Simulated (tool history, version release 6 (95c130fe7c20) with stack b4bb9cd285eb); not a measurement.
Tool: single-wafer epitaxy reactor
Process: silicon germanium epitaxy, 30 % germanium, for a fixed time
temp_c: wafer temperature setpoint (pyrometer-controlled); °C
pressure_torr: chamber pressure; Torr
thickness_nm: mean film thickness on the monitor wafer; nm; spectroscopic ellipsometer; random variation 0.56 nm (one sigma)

run	hour	temp_c	pressure_torr	thickness_nm
1	0.0	625	14.4	80.742
2	7.4	627	14.4	84.155
3	14.8	627	16.8	90.880
4	16.2	623	16.8	84.507
5	17.4	625	16.8	87.725
6	24.5	627	16.8	90.206
7	26.4	628	16.8	91.688
8	28.7	629	16.8	92.948
9	29.6	630	16.8	94.694
10	34.3	631	16.8	96.298

Forecast run 11:
11	42.0	632	16.8	?

thickness_nm: 97.856 nm
